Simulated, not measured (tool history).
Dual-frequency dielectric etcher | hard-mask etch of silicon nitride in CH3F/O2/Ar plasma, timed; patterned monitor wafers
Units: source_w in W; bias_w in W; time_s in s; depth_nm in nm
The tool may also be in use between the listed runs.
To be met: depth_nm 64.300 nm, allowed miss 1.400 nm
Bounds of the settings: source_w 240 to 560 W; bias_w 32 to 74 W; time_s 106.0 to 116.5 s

| run | day | source_w | bias_w | time_s | depth_nm |
|---|---|---|---|---|---|
| 1 | 0.000 | 400 | 53 | 116.5 | 73.783 |
| 2 | 0.321 | 400 | 53 | 116.5 | 73.485 |
| 3 | 0.683 | 360 | 53 | 116.5 | 71.253 |
| 4 | 0.833 | 320 | 53 | 116.5 | 68.899 |
| 5 | 0.871 | 320 | 53 | 106.0 | 63.596 |
| 6 | 0.908 | 320 | 53 | 116.5 | 69.475 |
| 7 | 0.996 | 310 | 52 | 116.5 | 68.441 |
| 8 | 1.221 | 300 | 52 | 116.5 | 67.532 |
| 9 | 1.379 | 300 | 52 | 116.5 | 68.016 |

Which of these 4 next moves meets every target?
| A | 1.538 | 270 | 65 | 116.5 | ? |
| B | 1.538 | 300 | 50 | 113.0 | ? |
| C | 1.538 | 380 | 68 | 108.0 | ? |
| D | 1.538 | 380 | 53 | 116.5 | ? |

| move | depth_nm |
|---|---|
| A | 70.698 |
| B | 64.051 |
| C | 72.294 |
| D | 71.452 |
A: further off than the last run
B: meets every target
C: further off than the last run
D: further off than the last run
The right move is B.

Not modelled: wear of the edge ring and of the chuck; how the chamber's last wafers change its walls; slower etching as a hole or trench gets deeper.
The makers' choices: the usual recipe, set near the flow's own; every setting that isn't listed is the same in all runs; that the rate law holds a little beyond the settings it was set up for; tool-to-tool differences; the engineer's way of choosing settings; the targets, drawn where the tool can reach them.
